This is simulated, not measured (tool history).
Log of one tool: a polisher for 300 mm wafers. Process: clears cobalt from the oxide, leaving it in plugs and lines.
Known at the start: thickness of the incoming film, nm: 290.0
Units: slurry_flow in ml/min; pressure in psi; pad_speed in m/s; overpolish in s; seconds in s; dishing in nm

run 1 hour=0 | slurry_flow=245 pressure=1.9 pad_speed=1.24 overpolish=14 | seconds=51.605 dishing=44.249
run 2 hour=8.2 | slurry_flow=305 pressure=1.9 pad_speed=1.24 overpolish=14 | seconds=50.354 dishing=41.737
run 3 hour=14 | slurry_flow=305 pressure=1.9 pad_speed=1.24 overpolish=12 | seconds=50.533 dishing=38.574
run 4 hour=15.3 | slurry_flow=335 pressure=1.9 pad_speed=1.24 overpolish=12 | seconds=49.907 dishing=39.044
run 5 hour=18.9 | slurry_flow=330 pressure=1.6 pad_speed=1.16 overpolish=14 | seconds=61.143 dishing=39.015
run 6 hour=24 | slurry_flow=325 pressure=1.4 pad_speed=1.1 overpolish=14 | seconds=72.095 dishing=35.131
run 7 hour=30.7 | slurry_flow=320 pressure=1.3 pad_speed=1.06 overpolish=15 | seconds=81.32 dishing=34.059
run 8 hour=38 | slurry_flow=310 pressure=1.2 pad_speed=1.06 overpolish=16 | seconds=85.241 dishing=32.268

Forecast run 9:
run 9 hour=40 | slurry_flow=315 pressure=0.9 pad_speed=0.98 overpolish=22 | seconds=? dishing=?

Run 9 gave seconds 118.58 s, dishing 33.77 nm.
